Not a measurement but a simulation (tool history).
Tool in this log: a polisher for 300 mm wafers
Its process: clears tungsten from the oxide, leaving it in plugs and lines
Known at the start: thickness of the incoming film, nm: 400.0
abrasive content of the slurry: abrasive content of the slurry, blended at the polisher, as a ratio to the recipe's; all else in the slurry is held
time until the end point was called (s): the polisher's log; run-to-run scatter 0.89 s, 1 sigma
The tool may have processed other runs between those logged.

run	hour	flow of slurry (ml/min)	pressure of the wafer on the pad (kPa)	speed of the pad under the wafer (m/s)	abrasive content of the slurry	overpolish time after the end point (s)	time until the end point was called (s)
1	0	165	18.6	1.24	1	4	103.78
2	3.8	170	20.7	1.24	1	4	93.418
3	6.6	170	22.1	1.24	1	4	87.825
4	15.3	170	22.8	1.24	1	4	85.178
5	19.9	150	22.8	1.24	1	4	86.873
6	26	155	23.4	1.24	1	4	85.075

Run 7 is up next; what results do you expect?
7	30.3	165	24.1	1.24	1	4	?

{"run 7": {"time until the end point was called (s)": 80.236}}

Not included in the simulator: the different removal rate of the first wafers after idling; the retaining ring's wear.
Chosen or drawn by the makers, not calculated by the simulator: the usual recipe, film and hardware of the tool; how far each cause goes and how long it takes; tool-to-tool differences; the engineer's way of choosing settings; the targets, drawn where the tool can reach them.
